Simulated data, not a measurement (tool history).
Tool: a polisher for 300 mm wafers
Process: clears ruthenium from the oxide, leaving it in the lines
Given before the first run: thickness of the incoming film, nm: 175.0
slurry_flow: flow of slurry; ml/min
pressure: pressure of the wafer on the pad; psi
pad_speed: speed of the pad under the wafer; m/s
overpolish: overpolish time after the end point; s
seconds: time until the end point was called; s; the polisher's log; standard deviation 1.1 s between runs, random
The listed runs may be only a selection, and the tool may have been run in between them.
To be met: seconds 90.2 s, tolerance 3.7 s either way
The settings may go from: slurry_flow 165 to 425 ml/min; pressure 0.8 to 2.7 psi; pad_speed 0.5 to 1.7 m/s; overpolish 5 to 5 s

| run | hour | slurry_flow | pressure | pad_speed | overpolish | seconds |
|---|---|---|---|---|---|---|
| 1 | 0 | 275 | 1.7 | 1.1 | 5 | 134.93 |
| 2 | 7.6 | 275 | 1.7 | 1.1 | 5 | 133.07 |
| 3 | 9.5 | 275 | 1.7 | 1 | 5 | 148.61 |
| 4 | 15.4 | 275 | 1.7 | 1 | 5 | 146.36 |
| 5 | 17 | 275 | 1.4 | 1 | 5 | 176.11 |
| 6 | 26 | 275 | 1.4 | 1 | 5 | 175.33 |
| 7 | 26.8 | 275 | 1.7 | 1.02 | 5 | 144.68 |
| 8 | 31.9 | 275 | 1.9 | 1.02 | 5 | 128.82 |
| 9 | 35.9 | 275 | 2.4 | 1.04 | 5 | 100.02 |
| 10 | 44.2 | 275 | 2.5 | 1.04 | 5 | 96.504 |

Which of these 5 next moves meets every target?
| A | 52.5 | 255 | 2.3 | 1.22 | 5 | ? |
| B | 52.5 | 190 | 2.7 | 0.96 | 5 | ? |
| C | 52.5 | 290 | 2.3 | 1.1 | 5 | ? |
| D | 52.5 | 280 | 2.7 | 0.94 | 5 | ? |
| E | 52.5 | 325 | 2.6 | 1.18 | 5 | ? |

| move | seconds |
|---|---|
| A | 89.653 |
| B | 99.267 |
| C | 98.124 |
| D | 97.908 |
| E | 80.605 |
A: all results land within tolerance of their targets
B: the biggest miss grows against the last run
C: the biggest miss grows against the last run
D: the biggest miss grows against the last run
E: pushes the last run's worst result past its target
Go with A: it meets all targets.

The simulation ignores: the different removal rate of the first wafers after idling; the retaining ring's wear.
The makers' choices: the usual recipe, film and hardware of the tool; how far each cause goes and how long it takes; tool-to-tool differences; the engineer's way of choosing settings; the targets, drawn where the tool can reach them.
